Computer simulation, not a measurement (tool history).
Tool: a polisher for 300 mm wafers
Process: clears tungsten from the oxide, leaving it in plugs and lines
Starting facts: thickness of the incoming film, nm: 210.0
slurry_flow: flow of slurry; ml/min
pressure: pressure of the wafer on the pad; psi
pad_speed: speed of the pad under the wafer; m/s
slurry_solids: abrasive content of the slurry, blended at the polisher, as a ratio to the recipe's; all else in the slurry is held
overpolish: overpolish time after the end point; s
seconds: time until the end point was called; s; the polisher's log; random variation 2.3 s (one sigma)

{"run": 1, "hour": 0.0, "slurry_flow": 205, "pressure": 2.4, "pad_speed": 0.92, "slurry_solids": 1, "overpolish": 41, "seconds": 85.237}
{"run": 2, "hour": 8.6, "slurry_flow": 205, "pressure": 2.3, "pad_speed": 0.9, "slurry_solids": 1, "overpolish": 41, "seconds": 94.541}
{"run": 3, "hour": 10.0, "slurry_flow": 160, "pressure": 2.3, "pad_speed": 0.9, "slurry_solids": 1, "overpolish": 41, "seconds": 93.069}
{"run": 4, "hour": 11.4, "slurry_flow": 160, "pressure": 2.2, "pad_speed": 0.9, "slurry_solids": 1, "overpolish": 41, "seconds": 94.156}
{"run": 5, "hour": 13.3, "slurry_flow": 160, "pressure": 2.2, "pad_speed": 1.08, "slurry_solids": 1, "overpolish": 41, "seconds": 82.418}
{"run": 6, "hour": 20.7, "slurry_flow": 160, "pressure": 2.2, "pad_speed": 1.3, "slurry_solids": 1, "overpolish": 41, "seconds": 71.741}

What will run 7 give?
{"run": 7, "hour": 26.1, "slurry_flow": 160, "pressure": 2, "pad_speed": 1.28, "slurry_solids": 1, "overpolish": 41, "seconds": "?"}

seconds: 79.539 s
